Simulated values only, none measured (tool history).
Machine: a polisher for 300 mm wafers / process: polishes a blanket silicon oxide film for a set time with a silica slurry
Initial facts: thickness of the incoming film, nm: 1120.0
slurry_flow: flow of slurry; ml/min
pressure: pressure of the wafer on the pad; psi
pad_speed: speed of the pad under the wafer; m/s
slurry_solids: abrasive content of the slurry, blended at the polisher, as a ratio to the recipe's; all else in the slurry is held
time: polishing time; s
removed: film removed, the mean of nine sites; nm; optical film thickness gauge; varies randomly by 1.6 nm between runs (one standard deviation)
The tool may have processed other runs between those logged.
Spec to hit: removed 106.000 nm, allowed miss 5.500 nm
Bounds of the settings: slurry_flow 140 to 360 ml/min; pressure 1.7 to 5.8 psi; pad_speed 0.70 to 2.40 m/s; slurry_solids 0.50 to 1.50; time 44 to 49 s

run,day,slurry_flow,pressure,pad_speed,slurry_solids,time,removed
1,0.000,230,3.7,1.54,1.00,49,177.770
2,0.025,230,3.7,1.54,1.20,49,189.680
3,0.383,230,3.2,1.50,1.20,49,157.490
4,0.421,230,2.9,1.48,1.20,49,143.810
5,0.725,230,2.6,1.46,1.20,49,126.510
6,1.000,285,2.6,1.46,1.20,49,133.080
7,1.208,270,1.7,1.42,1.20,49,82.521
8,1.500,270,1.8,1.42,1.20,49,89.627
9,1.800,270,1.9,1.42,1.20,49,95.796
10,2.167,275,2.0,1.42,1.20,49,99.647
11,2.300,280,2.0,1.42,1.20,49,100.830
12,2.417,285,2.0,1.42,1.20,49,101.100
13,2.483,285,2.0,1.42,1.20,49,99.229

Which of these 5 next moves meets every target?
A,2.550,325,1.7,1.60,1.25,44,?
B,2.550,270,2.5,1.42,1.15,49,?
C,2.550,295,2.8,1.10,1.00,49,?
D,2.550,235,3.0,0.84,1.20,49,?
E,2.550,205,2.4,1.04,1.30,49,?

move,removed
A,86.512
B,120.160
C,104.630
D,93.920
E,90.888
A: lands further from the targets than the last run did
B: carries the result that was furthest off beyond its target, to the other side
C: in spec on every target
D: lands further from the targets than the last run did
E: lands further from the targets than the last run did
C is the move that brings every result within its allowed miss.
